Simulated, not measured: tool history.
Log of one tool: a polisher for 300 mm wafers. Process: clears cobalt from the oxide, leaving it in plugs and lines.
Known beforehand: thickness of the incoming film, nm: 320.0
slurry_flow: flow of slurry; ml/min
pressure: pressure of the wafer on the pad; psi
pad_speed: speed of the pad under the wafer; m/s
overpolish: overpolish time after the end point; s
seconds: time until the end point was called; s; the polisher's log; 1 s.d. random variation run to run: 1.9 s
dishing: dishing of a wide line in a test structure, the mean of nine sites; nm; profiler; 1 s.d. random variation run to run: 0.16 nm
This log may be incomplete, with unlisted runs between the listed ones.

run 1 hour=0.0 | slurry_flow=160 pressure=1.7 pad_speed=0.78 overpolish=16 | seconds=73.112 dishing=31.5170
run 2 hour=3.8 | slurry_flow=155 pressure=1.6 pad_speed=0.74 overpolish=15 | seconds=79.967 dishing=29.0370
run 3 hour=5.2 | slurry_flow=150 pressure=1.5 pad_speed=0.70 overpolish=14 | seconds=89.474 dishing=26.2490
run 4 hour=12.2 | slurry_flow=150 pressure=1.9 pad_speed=0.70 overpolish=14 | seconds=72.119 dishing=28.4480
run 5 hour=17.2 | slurry_flow=145 pressure=1.8 pad_speed=0.66 overpolish=13 | seconds=82.242 dishing=27.0100
run 6 hour=20.6 | slurry_flow=145 pressure=1.8 pad_speed=0.80 overpolish=13 | seconds=67.040 dishing=28.9790

For run 7, what comes out?
run 7 hour=28.7 | slurry_flow=100 pressure=1.3 pad_speed=0.58 overpolish=5 | seconds=? dishing=?

{"run 7": {"seconds": 137.69, "dishing": 8.9932}}
